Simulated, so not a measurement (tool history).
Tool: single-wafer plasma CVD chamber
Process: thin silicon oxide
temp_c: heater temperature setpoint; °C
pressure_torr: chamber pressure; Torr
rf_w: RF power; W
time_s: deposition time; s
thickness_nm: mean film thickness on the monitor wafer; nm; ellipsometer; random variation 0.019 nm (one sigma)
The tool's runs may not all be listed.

Run 1, hour 0.0: temp_c 395 °C, pressure_torr 0.776 Torr, rf_w 275 W, time_s 4.63 s. Result: thickness_nm 8.7779 nm.
Run 2, hour 0.7: temp_c 395 °C, pressure_torr 0.776 Torr, rf_w 275 W, time_s 4.78 s. Result: thickness_nm 9.0167 nm.
Run 3, hour 1.7: temp_c 395 °C, pressure_torr 0.711 Torr, rf_w 275 W, time_s 4.78 s. Result: thickness_nm 8.2526 nm.
Run 4, hour 10.5: temp_c 395 °C, pressure_torr 0.845 Torr, rf_w 275 W, time_s 4.78 s. Result: thickness_nm 9.7678 nm.
Run 5, hour 13.8: temp_c 395 °C, pressure_torr 0.763 Torr, rf_w 270 W, time_s 4.78 s. Result: thickness_nm 8.7777 nm.
Run 6, hour 15.1: temp_c 395 °C, pressure_torr 0.763 Torr, rf_w 230 W, time_s 4.78 s. Result: thickness_nm 7.8242 nm.
Run 7, hour 23.7: temp_c 395 °C, pressure_torr 0.725 Torr, rf_w 230 W, time_s 4.78 s. Result: thickness_nm 7.4262 nm.

Run 8 comes next. What will it give?
Run 8, hour 24.4: temp_c 395 °C, pressure_torr 0.590 Torr, rf_w 225 W, time_s 4.77 s. Result: thickness_nm ?.

thickness_nm: 5.8822 nm

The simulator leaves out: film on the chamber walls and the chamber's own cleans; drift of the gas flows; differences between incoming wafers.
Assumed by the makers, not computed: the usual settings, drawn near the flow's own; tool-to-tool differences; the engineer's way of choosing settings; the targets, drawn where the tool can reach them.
